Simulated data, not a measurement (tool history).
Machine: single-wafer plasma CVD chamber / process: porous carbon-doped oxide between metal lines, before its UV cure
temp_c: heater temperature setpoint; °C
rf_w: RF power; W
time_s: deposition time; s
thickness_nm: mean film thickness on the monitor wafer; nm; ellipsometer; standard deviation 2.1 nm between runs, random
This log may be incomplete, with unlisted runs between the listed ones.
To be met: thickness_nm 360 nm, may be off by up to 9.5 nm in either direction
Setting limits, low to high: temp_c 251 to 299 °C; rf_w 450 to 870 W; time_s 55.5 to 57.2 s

run 1 hour=0 | temp_c=275 rf_w=660 time_s=55.5 | thickness_nm=421.85
run 2 hour=7.1 | temp_c=280 rf_w=645 time_s=55.5 | thickness_nm=401.58
run 3 hour=14.1 | temp_c=284 rf_w=635 time_s=55.5 | thickness_nm=389.46
run 4 hour=14.6 | temp_c=293 rf_w=635 time_s=55.5 | thickness_nm=373.53
run 5 hour=22.9 | temp_c=293 rf_w=670 time_s=55.5 | thickness_nm=382.73
run 6 hour=25.2 | temp_c=294 rf_w=660 time_s=55.5 | thickness_nm=372.68
run 7 hour=34.2 | temp_c=294 rf_w=660 time_s=55.5 | thickness_nm=376.88
run 8 hour=41.9 | temp_c=295 rf_w=650 time_s=55.5 | thickness_nm=372.94

Consider the 5 candidate settings below. Which is the only one whose results all fall within their allowed miss of target?
run A hour=49.6 | temp_c=298 rf_w=570 time_s=55.5 | thickness_nm=?
run B hour=49.6 | temp_c=299 rf_w=645 time_s=55.5 | thickness_nm=?
run C hour=49.6 | temp_c=299 rf_w=670 time_s=56 | thickness_nm=?
run D hour=49.6 | temp_c=291 rf_w=645 time_s=57.2 | thickness_nm=?
run E hour=49.6 | temp_c=292 rf_w=655 time_s=55.5 | thickness_nm=?

move=A thickness_nm=340
move=B thickness_nm=360.92
move=C thickness_nm=371.47
move=D thickness_nm=387.88
move=E thickness_nm=377.56
A: takes the result that was furthest off past its target
B: in spec on every target
C: gains on the last run, yet a result remains outside its allowed miss
D: its largest miss is bigger than the last run's
E: its largest miss is bigger than the last run's
So the answer is move B, the one that meets all the targets.
